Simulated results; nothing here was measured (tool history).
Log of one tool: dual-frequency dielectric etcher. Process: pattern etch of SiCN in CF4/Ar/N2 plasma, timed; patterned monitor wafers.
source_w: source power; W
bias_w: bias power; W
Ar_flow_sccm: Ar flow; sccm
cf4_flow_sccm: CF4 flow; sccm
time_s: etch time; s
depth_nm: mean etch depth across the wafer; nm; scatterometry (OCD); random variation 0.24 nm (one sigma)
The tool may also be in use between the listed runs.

run,hour,source_w,bias_w,Ar_flow_sccm,cf4_flow_sccm,time_s,depth_nm
1,0.0,420,58,94,62,94.0,71.540
2,6.9,480,58,94,62,94.0,83.078
3,11.4,480,58,85,62,94.0,85.009
4,16.4,450,58,85,62,94.0,79.660
5,22.8,430,58,85,62,94.0,75.696
6,24.9,430,58,95,62,94.0,73.224

The next listed run, before its measurement:
7,30.5,410,58,95,62,94.0,?

depth_nm: 69.964 nm
